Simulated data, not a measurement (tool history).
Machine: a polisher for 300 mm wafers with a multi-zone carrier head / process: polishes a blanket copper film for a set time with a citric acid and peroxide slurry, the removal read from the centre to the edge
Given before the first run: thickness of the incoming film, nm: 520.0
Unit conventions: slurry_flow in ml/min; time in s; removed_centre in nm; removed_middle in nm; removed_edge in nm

Run 1, day 0.000: slurry_flow 210 ml/min, centre_zone 1.00, middle_zone 1.00, edge_zone 1.00, slurry_solids 1.00, time 40 s. Result: removed_centre 59.859 nm, removed_middle 58.060 nm, removed_edge 58.911 nm.
Run 2, day 0.225: slurry_flow 220 ml/min, centre_zone 1.02, middle_zone 1.02, edge_zone 1.02, slurry_solids 1.05, time 40 s. Result: removed_centre 61.387 nm, removed_middle 61.517 nm, removed_edge 60.204 nm.
Run 3, day 0.254: slurry_flow 220 ml/min, centre_zone 1.02, middle_zone 1.07, edge_zone 1.02, slurry_solids 1.05, time 40 s. Result: removed_centre 61.453 nm, removed_middle 64.446 nm, removed_edge 59.228 nm.
Run 4, day 0.292: slurry_flow 230 ml/min, centre_zone 1.05, middle_zone 1.06, edge_zone 1.04, slurry_solids 1.10, time 40 s. Result: removed_centre 63.866 nm, removed_middle 63.173 nm, removed_edge 62.169 nm.
Run 5, day 0.371: slurry_flow 240 ml/min, centre_zone 1.07, middle_zone 1.08, edge_zone 1.04, slurry_solids 1.15, time 40 s. Result: removed_centre 65.792 nm, removed_middle 66.060 nm, removed_edge 62.417 nm.
Run 6, day 0.625: slurry_flow 240 ml/min, centre_zone 1.07, middle_zone 1.08, edge_zone 1.10, slurry_solids 1.15, time 40 s. Result: removed_centre 65.968 nm, removed_middle 65.372 nm, removed_edge 63.040 nm.
Run 7, day 0.662: slurry_flow 245 ml/min, centre_zone 1.09, middle_zone 1.08, edge_zone 1.10, slurry_solids 1.20, time 40 s. Result: removed_centre 67.582 nm, removed_middle 67.001 nm, removed_edge 65.681 nm.
Run 8, day 0.812: slurry_flow 250 ml/min, centre_zone 1.11, middle_zone 1.08, edge_zone 1.09, slurry_solids 1.20, time 40 s. Result: removed_centre 69.904 nm, removed_middle 67.740 nm, removed_edge 64.410 nm.
Run 9, day 0.992: slurry_flow 255 ml/min, centre_zone 1.12, middle_zone 1.08, edge_zone 1.10, slurry_solids 1.25, time 40 s. Result: removed_centre 70.125 nm, removed_middle 66.447 nm, removed_edge 64.942 nm.

Run 10 is up next; what results do you expect?
Run 10, day 1.354: slurry_flow 275 ml/min, centre_zone 1.19, middle_zone 1.16, edge_zone 1.15, slurry_solids 1.50, time 42 s. Result: removed_centre ?, removed_middle ?, removed_edge ?.

Run 10 gave removed_centre 81.994 nm, removed_middle 80.630 nm, removed_edge 73.467 nm.
